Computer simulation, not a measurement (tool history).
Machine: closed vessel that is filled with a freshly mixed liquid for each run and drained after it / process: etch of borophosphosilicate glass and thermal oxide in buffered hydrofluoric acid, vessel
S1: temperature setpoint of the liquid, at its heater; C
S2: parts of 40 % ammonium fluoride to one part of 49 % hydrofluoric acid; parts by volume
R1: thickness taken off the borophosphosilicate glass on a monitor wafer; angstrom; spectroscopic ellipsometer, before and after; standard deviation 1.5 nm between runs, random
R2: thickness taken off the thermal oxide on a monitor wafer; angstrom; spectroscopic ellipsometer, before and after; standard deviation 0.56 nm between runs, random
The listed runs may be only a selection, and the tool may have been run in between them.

Run 1, hour 0: S1 20 C, S2 18 parts by volume, time in the liquid (s) 60. Result: R1 751.53 angstrom, R2 326.45 angstrom.
Run 2, hour 5.1: S1 23 C, S2 18 parts by volume, time in the liquid (s) 60. Result: R1 886.77 angstrom, R2 385 angstrom.
Run 3, hour 8.4: S1 24.5 C, S2 16 parts by volume, time in the liquid (s) 60. Result: R1 1066.7 angstrom, R2 466.74 angstrom.
Run 4, hour 11.5: S1 24.5 C, S2 11.5 parts by volume, time in the liquid (s) 60. Result: R1 1487.9 angstrom, R2 658.89 angstrom.
Run 5, hour 18.7: S1 24.5 C, S2 11.5 parts by volume, time in the liquid (s) 40. Result: R1 987.24 angstrom, R2 428.95 angstrom.
Run 6, hour 27.5: S1 28 C, S2 11.5 parts by volume, time in the liquid (s) 40. Result: R1 1213.3 angstrom, R2 527.97 angstrom.
Run 7, hour 31.3: S1 28 C, S2 10 parts by volume, time in the liquid (s) 40. Result: R1 1370.1 angstrom, R2 593.35 angstrom.
Run 8, hour 32.4: S1 28 C, S2 9 parts by volume, time in the liquid (s) 40. Result: R1 1474 angstrom, R2 639.67 angstrom.

What does the tool deliver on the next run?
Run 9, hour 37.7: S1 28 C, S2 8.5 parts by volume, time in the liquid (s) 40. Result: R1 ?, R2 ?.

Run 9 yielded R1 1596.3 angstrom, R2 673.41 angstrom.

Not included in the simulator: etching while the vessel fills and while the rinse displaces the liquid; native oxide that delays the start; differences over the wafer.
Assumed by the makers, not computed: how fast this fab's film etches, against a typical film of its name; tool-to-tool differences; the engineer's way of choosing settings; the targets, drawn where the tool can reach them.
